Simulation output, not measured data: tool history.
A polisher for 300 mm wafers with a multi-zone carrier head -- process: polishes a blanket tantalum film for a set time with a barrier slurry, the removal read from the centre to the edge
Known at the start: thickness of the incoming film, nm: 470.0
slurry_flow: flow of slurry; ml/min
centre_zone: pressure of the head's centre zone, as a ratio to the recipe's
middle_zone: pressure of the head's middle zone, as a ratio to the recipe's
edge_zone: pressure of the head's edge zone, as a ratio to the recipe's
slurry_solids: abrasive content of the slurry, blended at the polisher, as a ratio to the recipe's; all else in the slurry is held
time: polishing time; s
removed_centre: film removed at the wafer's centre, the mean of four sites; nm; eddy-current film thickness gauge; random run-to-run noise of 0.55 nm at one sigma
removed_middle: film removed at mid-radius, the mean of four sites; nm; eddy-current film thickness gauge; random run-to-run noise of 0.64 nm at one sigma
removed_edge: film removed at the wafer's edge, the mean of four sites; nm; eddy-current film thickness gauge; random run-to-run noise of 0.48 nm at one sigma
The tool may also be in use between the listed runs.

{"run": 1, "hour": 0.0, "slurry_flow": 210, "centre_zone": 1, "middle_zone": 1, "edge_zone": 1, "slurry_solids": 1, "time": 44, "removed_centre": 54.572, "removed_middle": 53.989, "removed_edge": 54.61}
{"run": 2, "hour": 3.0, "slurry_flow": 240, "centre_zone": 1, "middle_zone": 1, "edge_zone": 1, "slurry_solids": 1, "time": 44, "removed_centre": 55.474, "removed_middle": 54.517, "removed_edge": 54.828}
{"run": 3, "hour": 6.9, "slurry_flow": 240, "centre_zone": 1, "middle_zone": 1, "edge_zone": 1.07, "slurry_solids": 1, "time": 44, "removed_centre": 54.385, "removed_middle": 54.499, "removed_edge": 56.827}
{"run": 4, "hour": 14.7, "slurry_flow": 240, "centre_zone": 1, "middle_zone": 1, "edge_zone": 1.14, "slurry_solids": 1, "time": 44, "removed_centre": 56.397, "removed_middle": 56.276, "removed_edge": 57.45}
{"run": 5, "hour": 17.9, "slurry_flow": 235, "centre_zone": 1.04, "middle_zone": 1.02, "edge_zone": 1.11, "slurry_solids": 0.85, "time": 43, "removed_centre": 54.684, "removed_middle": 50.92, "removed_edge": 54.31}
{"run": 6, "hour": 26.0, "slurry_flow": 240, "centre_zone": 1.07, "middle_zone": 1.07, "edge_zone": 1.04, "slurry_solids": 0.8, "time": 42, "removed_centre": 54.099, "removed_middle": 52.883, "removed_edge": 51.456}
{"run": 7, "hour": 34.5, "slurry_flow": 240, "centre_zone": 1.08, "middle_zone": 1.06, "edge_zone": 0.99, "slurry_solids": 0.75, "time": 42, "removed_centre": 53.204, "removed_middle": 51.06, "removed_edge": 48.236}
{"run": 8, "hour": 35.1, "slurry_flow": 235, "centre_zone": 1.08, "middle_zone": 1.04, "edge_zone": 0.97, "slurry_solids": 0.75, "time": 42, "removed_centre": 53.39, "removed_middle": 50.956, "removed_edge": 47.925}
{"run": 9, "hour": 43.2, "slurry_flow": 230, "centre_zone": 1.08, "middle_zone": 1.02, "edge_zone": 0.96, "slurry_solids": 0.75, "time": 42, "removed_centre": 54.715, "removed_middle": 48.702, "removed_edge": 47.482}

Run 10, settings as shown, results not yet in. Your forecast:
{"run": 10, "hour": 48.9, "slurry_flow": 230, "centre_zone": 1.07, "middle_zone": 1.02, "edge_zone": 0.95, "slurry_solids": 0.75, "time": 42, "removed_centre": "?", "removed_middle": "?", "removed_edge": "?"}

{"run 10": {"removed_centre": 53.6, "removed_middle": 50.497, "removed_edge": 47.83}}
